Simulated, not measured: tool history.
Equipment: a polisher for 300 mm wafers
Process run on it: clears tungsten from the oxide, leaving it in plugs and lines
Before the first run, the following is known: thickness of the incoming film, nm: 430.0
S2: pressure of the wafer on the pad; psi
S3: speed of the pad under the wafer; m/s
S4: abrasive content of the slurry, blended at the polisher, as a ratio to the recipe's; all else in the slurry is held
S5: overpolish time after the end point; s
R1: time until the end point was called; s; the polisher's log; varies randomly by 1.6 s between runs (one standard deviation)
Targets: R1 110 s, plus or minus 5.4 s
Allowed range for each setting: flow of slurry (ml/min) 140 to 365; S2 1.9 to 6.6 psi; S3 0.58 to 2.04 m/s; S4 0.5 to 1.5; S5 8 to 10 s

run 1 hour=0 | flow_of_slurry_(ml/min)=235 S2=4.2 S3=1.3 S4=1 S5=10 | R1=47.886
run 2 hour=2.4 | flow_of_slurry_(ml/min)=235 S2=4.2 S3=1.14 S4=1 S5=10 | R1=53.814
run 3 hour=9.5 | flow_of_slurry_(ml/min)=235 S2=4.2 S3=0.96 S4=1 S5=10 | R1=63.835
run 4 hour=14.5 | flow_of_slurry_(ml/min)=235 S2=4.2 S3=0.96 S4=1 S5=8 | R1=62.168
run 5 hour=23.4 | flow_of_slurry_(ml/min)=235 S2=4.2 S3=0.96 S4=0.85 S5=8 | R1=65.977
run 6 hour=24 | flow_of_slurry_(ml/min)=235 S2=4.2 S3=0.96 S4=0.85 S5=8 | R1=66.281
run 7 hour=24.6 | flow_of_slurry_(ml/min)=235 S2=3.7 S3=0.94 S4=0.85 S5=8 | R1=75.01
run 8 hour=30.8 | flow_of_slurry_(ml/min)=235 S2=3.3 S3=0.92 S4=0.85 S5=8 | R1=82.02
run 9 hour=38.6 | flow_of_slurry_(ml/min)=235 S2=3 S3=0.92 S4=0.85 S5=8 | R1=86.901
run 10 hour=42.8 | flow_of_slurry_(ml/min)=235 S2=1.9 S3=0.88 S4=0.85 S5=8 | R1=122.09
run 11 hour=51.5 | flow_of_slurry_(ml/min)=235 S2=2 S3=0.88 S4=0.85 S5=8 | R1=119.9
run 12 hour=59.1 | flow_of_slurry_(ml/min)=235 S2=2.1 S3=0.88 S4=0.85 S5=8 | R1=117.77
run 13 hour=62.6 | flow_of_slurry_(ml/min)=235 S2=2.1 S3=0.88 S4=0.85 S5=8 | R1=117.28

Which of these 5 next moves meets every target?
run A hour=66.1 | flow_of_slurry_(ml/min)=205 S2=2.5 S3=0.86 S4=0.8 S5=8 | R1=?
run B hour=66.1 | flow_of_slurry_(ml/min)=240 S2=1.9 S3=1.02 S4=0.7 S5=10 | R1=?
run C hour=66.1 | flow_of_slurry_(ml/min)=245 S2=2.7 S3=0.66 S4=0.85 S5=10 | R1=?
run D hour=66.1 | flow_of_slurry_(ml/min)=220 S2=2.1 S3=0.82 S4=0.95 S5=8 | R1=?
run E hour=66.1 | flow_of_slurry_(ml/min)=215 S2=2.3 S3=0.72 S4=1 S5=8 | R1=?

move=A R1=114.26
move=B R1=120.71
move=C R1=129.77
move=D R1=124.34
move=E R1=129.2
A: all results in spec
B: the biggest miss grows against the last run
C: the biggest miss grows against the last run
D: the biggest miss grows against the last run
E: the biggest miss grows against the last run
Correct choice: A, which meets every target
